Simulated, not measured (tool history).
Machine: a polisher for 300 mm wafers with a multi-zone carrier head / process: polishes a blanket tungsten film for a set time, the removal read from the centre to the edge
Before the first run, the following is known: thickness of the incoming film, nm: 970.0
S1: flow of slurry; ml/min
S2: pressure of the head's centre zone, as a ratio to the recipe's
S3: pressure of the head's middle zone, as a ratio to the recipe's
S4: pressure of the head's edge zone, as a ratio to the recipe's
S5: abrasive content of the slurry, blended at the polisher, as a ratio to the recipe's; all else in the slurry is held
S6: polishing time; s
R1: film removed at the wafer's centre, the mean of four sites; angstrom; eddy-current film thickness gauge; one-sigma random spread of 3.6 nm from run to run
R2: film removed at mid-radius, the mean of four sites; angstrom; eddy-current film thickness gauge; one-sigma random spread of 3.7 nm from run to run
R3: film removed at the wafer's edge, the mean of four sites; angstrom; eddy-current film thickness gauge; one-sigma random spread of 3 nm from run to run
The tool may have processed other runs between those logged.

run 1 hour=0 | S1=170 S2=1 S3=1 S4=1 S5=1 S6=68 | R1=2635.4 R2=2925.3 R3=2941.9
run 2 hour=7.4 | S1=170 S2=1.04 S3=1 S4=0.95 S5=0.9 S6=67 | R1=2715.7 R2=2747.6 R3=2799.6
run 3 hour=15.5 | S1=170 S2=1.06 S3=1.03 S4=0.91 S5=0.85 S6=66 | R1=2644.1 R2=2729.8 R3=2697.4
run 4 hour=16.1 | S1=175 S2=1.1 S3=1.06 S4=0.88 S5=0.8 S6=65 | R1=2611.3 R2=2794.1 R3=2623.2
run 5 hour=24.7 | S1=205 S2=1.1 S3=1.06 S4=0.88 S5=0.8 S6=65 | R1=2779.6 R2=2891.1 R3=2608
run 6 hour=29.2 | S1=205 S2=1.1 S3=1.06 S4=0.88 S5=0.95 S6=65 | R1=2822.1 R2=2911.8 R3=2753.3
run 7 hour=32.7 | S1=205 S2=1.11 S3=1.04 S4=0.87 S5=0.85 S6=65 | R1=2816 R2=2859.5 R3=2701.6
run 8 hour=34.1 | S1=210 S2=1.13 S3=1.03 S4=0.86 S5=0.75 S6=64 | R1=2682.7 R2=2659.9 R3=2552.6

Run 9, settings as shown, results not yet in. Your forecast:
run 9 hour=38 | S1=220 S2=1.15 S3=1.04 S4=0.85 S5=0.7 S6=64 | R1=? R2=? R3=?

{"run 9": {"R1": 2696.9, "R2": 2627, "R3": 2544.9}}
